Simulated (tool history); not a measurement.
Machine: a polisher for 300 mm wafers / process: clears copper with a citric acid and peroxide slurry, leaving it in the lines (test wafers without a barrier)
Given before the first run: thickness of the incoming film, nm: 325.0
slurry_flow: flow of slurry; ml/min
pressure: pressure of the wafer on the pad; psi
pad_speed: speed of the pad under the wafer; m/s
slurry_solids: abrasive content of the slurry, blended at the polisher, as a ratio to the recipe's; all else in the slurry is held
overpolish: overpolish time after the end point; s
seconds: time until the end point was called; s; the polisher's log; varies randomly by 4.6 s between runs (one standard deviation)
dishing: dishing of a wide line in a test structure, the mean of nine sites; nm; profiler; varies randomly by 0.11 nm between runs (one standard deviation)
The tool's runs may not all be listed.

run  hour  slurry_flow  pressure  pad_speed  slurry_solids  overpolish  seconds  dishing
  1     0          255       3.9       0.84              1           9   176.14   7.5598
  2   1.4          255       3.5       0.84              1           9   198.29   6.9487
  3   4.9          255       3.5        0.7              1           9   221.42   6.7855
  4   8.6          255       3.5        0.7              1          12    222.8   7.8133
  5  15.5          255       3.5        0.7            0.9          12   228.76   7.8852
  6  17.6          255       3.3        0.7            0.9          11   238.84    7.412
  7  22.7          255       2.6       0.68            0.9           7   317.28   4.2934

Expected results for the next run?
  8  27.2          255       2.7       0.68            0.9           7        ?        ?

{"run 8": {"seconds": 299.65, "dishing": 4.4189}}
